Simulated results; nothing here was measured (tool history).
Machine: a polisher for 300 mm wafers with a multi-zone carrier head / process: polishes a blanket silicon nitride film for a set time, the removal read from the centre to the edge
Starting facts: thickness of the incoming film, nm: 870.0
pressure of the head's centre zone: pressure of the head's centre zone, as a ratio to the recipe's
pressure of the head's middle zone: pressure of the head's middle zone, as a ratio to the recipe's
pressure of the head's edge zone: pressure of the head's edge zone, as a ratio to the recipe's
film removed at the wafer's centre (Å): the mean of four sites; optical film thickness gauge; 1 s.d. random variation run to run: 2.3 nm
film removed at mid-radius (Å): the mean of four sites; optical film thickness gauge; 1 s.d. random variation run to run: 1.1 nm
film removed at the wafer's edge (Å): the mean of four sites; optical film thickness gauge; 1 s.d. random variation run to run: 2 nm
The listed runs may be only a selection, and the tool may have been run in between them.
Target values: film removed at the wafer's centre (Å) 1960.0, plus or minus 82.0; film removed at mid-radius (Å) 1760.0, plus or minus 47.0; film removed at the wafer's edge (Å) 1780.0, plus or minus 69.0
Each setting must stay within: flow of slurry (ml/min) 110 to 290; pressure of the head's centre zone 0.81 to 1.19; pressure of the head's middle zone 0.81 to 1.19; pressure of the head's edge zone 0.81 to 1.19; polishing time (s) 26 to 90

run,hour,flow of slurry (ml/min),pressure of the head's centre zone,pressure of the head's middle zone,pressure of the head's edge zone,polishing time (s),film removed at the wafer's centre (Å),film removed at mid-radius (Å),film removed at the wafer's edge (Å)
1,0.0,185,1.00,1.00,1.00,58,1500.4,1467.9,1488.6
2,5.5,185,1.00,1.00,1.00,52,1340.3,1329.2,1368.3
3,6.3,220,1.00,1.00,1.00,52,1392.9,1344.6,1378.7
4,14.4,220,1.00,0.97,1.00,52,1350.6,1321.7,1371.4
5,16.9,260,1.00,0.97,1.00,52,1401.6,1352.5,1375.6
6,18.3,250,1.02,0.99,1.03,55,1483.9,1424.2,1497.3
7,23.3,250,1.05,1.02,1.04,56,1537.9,1498.5,1499.0
8,29.2,270,1.14,1.00,1.10,67,2040.1,1767.1,1925.6

Exactly one of the 5 candidate moves below puts every result within its allowed miss. Which one?
A,35.1,215,1.02,0.86,1.17,75,?,?,?
B,35.1,280,1.17,1.07,1.09,63,?,?,?
C,35.1,275,1.12,1.00,1.12,67,?,?,?
D,35.1,200,1.12,0.94,1.16,71,?,?,?
E,35.1,290,1.19,0.97,0.98,67,?,?,?

move,film removed at the wafer's centre (Å),film removed at mid-radius (Å),film removed at the wafer's edge (Å)
A,1972.5,1753.5,2165.4
B,1917.6,1746.0,1785.2
C,1960.7,1771.1,1923.8
D,2002.8,1743.4,2027.1
E,2075.2,1743.9,1808.2
A: lands further from the targets than the last run did
B: every result lands within tolerance
C: roughly where the last run was
D: lands further from the targets than the last run did
E: corrects the largest miss of the last run, while another result sits out of spec
The move that meets every target is B.

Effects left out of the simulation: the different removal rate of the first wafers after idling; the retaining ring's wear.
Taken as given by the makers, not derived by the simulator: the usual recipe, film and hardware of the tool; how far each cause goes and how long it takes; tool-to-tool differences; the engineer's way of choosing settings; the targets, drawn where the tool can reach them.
